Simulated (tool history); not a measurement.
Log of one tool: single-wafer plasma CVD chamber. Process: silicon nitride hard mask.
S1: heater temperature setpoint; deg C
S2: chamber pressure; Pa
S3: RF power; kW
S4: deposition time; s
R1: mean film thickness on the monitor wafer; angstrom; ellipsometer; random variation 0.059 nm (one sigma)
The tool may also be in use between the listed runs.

| run | hour | S1 | S2 | S3 | S4 | R1 |
|---|---|---|---|---|---|---|
| 1 | 0 | 390 | 172 | 0.39 | 16.3 | 206.62 |
| 2 | 6.2 | 390 | 157 | 0.385 | 16.3 | 198.6 |
| 3 | 7.8 | 390 | 157 | 0.385 | 15.5 | 188.01 |
| 4 | 15.9 | 390 | 157 | 0.385 | 15.5 | 188.59 |
| 5 | 21.6 | 384 | 157 | 0.385 | 15.5 | 188.57 |
| 6 | 30.2 | 384 | 151 | 0.385 | 15.5 | 186 |
| 7 | 37.8 | 384 | 145 | 0.385 | 15.5 | 182.77 |

Run 8 comes next. What will it give?
| 8 | 40 | 384 | 143 | 0.385 | 15.5 | ? |

R1: 182.19 angstrom
